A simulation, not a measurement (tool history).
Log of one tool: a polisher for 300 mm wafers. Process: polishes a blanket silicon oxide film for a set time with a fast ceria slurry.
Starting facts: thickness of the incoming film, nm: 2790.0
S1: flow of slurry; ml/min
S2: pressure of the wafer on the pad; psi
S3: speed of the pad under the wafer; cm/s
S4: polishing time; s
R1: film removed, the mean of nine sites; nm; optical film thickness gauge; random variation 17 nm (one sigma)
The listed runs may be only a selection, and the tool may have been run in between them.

{"run": 1, "hour": 0.0, "S1": 310, "S2": 3.3, "S3": 92, "S4": 74, "R1": 1154.8}
{"run": 2, "hour": 3.0, "S1": 310, "S2": 2.7, "S3": 92, "S4": 74, "R1": 1020.5}
{"run": 3, "hour": 11.0, "S1": 310, "S2": 3, "S3": 92, "S4": 74, "R1": 1106.1}
{"run": 4, "hour": 14.7, "S1": 310, "S2": 3.3, "S3": 92, "S4": 74, "R1": 1172.3}
{"hour": 16.8, "done": "head pressure recalibrated"}
{"run": 5, "hour": 16.8, "S1": 310, "S2": 3.5, "S3": 92, "S4": 74, "R1": 1176.2}
{"run": 6, "hour": 23.0, "S1": 310, "S2": 4.3, "S3": 92, "S4": 74, "R1": 1353}

Run 7 is up next; what results do you expect?
{"run": 7, "hour": 27.2, "S1": 310, "S2": 4.4, "S3": 94, "S4": 74, "R1": "?"}

R1: 1396.2 nm
